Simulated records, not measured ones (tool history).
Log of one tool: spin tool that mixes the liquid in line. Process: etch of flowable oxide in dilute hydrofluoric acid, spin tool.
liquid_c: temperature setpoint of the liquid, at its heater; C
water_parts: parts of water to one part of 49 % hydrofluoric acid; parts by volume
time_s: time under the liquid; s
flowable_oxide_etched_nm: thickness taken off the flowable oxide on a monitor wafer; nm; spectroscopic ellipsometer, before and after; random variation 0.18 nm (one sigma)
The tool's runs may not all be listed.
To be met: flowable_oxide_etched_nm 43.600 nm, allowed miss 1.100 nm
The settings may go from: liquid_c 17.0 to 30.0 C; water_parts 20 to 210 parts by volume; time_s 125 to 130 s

{"run": 1, "hour": 0.0, "liquid_c": 22.0, "water_parts": 115, "time_s": 125, "flowable_oxide_etched_nm": 34.087}
{"run": 2, "hour": 6.4, "liquid_c": 23.0, "water_parts": 115, "time_s": 125, "flowable_oxide_etched_nm": 35.622}
{"run": 3, "hour": 9.1, "liquid_c": 24.0, "water_parts": 115, "time_s": 125, "flowable_oxide_etched_nm": 37.054}
{"run": 4, "hour": 11.8, "liquid_c": 24.0, "water_parts": 95, "time_s": 125, "flowable_oxide_etched_nm": 45.974}
{"run": 5, "hour": 18.6, "liquid_c": 23.5, "water_parts": 95, "time_s": 125, "flowable_oxide_etched_nm": 45.065}
{"run": 6, "hour": 26.6, "liquid_c": 25.0, "water_parts": 95, "time_s": 125, "flowable_oxide_etched_nm": 47.806}
{"run": 7, "hour": 33.8, "liquid_c": 24.5, "water_parts": 95, "time_s": 125, "flowable_oxide_etched_nm": 46.62}
{"run": 8, "hour": 37.5, "liquid_c": 24.0, "water_parts": 95, "time_s": 125, "flowable_oxide_etched_nm": 46.091}
{"hour": 38.6, "done": "thermometer replaced"}
{"run": 9, "hour": 38.6, "liquid_c": 22.5, "water_parts": 95, "time_s": 125, "flowable_oxide_etched_nm": 45.261}

Which of these 4 next moves meets every target?
{"run": "A", "hour": 39.7, "liquid_c": 22.0, "water_parts": 100, "time_s": 130, "flowable_oxide_etched_nm": "?"}
{"run": "B", "hour": 39.7, "liquid_c": 22.0, "water_parts": 90, "time_s": 130, "flowable_oxide_etched_nm": "?"}
{"run": "C", "hour": 39.7, "liquid_c": 21.0, "water_parts": 100, "time_s": 125, "flowable_oxide_etched_nm": "?"}
{"run": "D", "hour": 39.7, "liquid_c": 20.0, "water_parts": 95, "time_s": 125, "flowable_oxide_etched_nm": "?"}

move=A flowable_oxide_etched_nm=43.480
move=B flowable_oxide_etched_nm=48.885
move=C flowable_oxide_etched_nm=40.147
move=D flowable_oxide_etched_nm=40.795
A: meets every target
B: further off than the last run
C: takes the result that was furthest off past its target
D: takes the result that was furthest off past its target
Move A is the one to make.
